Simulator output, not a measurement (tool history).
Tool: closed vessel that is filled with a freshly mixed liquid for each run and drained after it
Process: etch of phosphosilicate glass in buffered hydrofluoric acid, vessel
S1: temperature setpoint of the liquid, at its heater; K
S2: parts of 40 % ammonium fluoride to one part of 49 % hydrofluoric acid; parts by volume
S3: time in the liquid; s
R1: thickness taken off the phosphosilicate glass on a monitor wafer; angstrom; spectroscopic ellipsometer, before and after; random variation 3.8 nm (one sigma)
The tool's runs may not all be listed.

Run 1, hour 0: S1 295.15 K, S2 13.5 parts by volume, S3 90 s. Result: R1 2208.3 angstrom.
Run 2, hour 5.4: S1 297.65 K, S2 12 parts by volume, S3 90 s. Result: R1 2879.8 angstrom.
Run 3, hour 10.8: S1 299.15 K, S2 11 parts by volume, S3 90 s. Result: R1 3380.2 angstrom.
Run 4, hour 17.1: S1 302.65 K, S2 11 parts by volume, S3 90 s. Result: R1 4054.2 angstrom.
Run 5, hour 18: S1 302.65 K, S2 9.5 parts by volume, S3 90 s. Result: R1 4610.9 angstrom.
Run 6, hour 22.7: S1 303.15 K, S2 9.5 parts by volume, S3 90 s. Result: R1 4799 angstrom.
Run 7, hour 25.9: S1 303.15 K, S2 9 parts by volume, S3 90 s. Result: R1 4930.3 angstrom.

The next listed run, before its measurement:
Run 8, hour 30.9: S1 303.15 K, S2 8.5 parts by volume, S3 90 s. Result: R1 ?.

R1: 5178 angstrom

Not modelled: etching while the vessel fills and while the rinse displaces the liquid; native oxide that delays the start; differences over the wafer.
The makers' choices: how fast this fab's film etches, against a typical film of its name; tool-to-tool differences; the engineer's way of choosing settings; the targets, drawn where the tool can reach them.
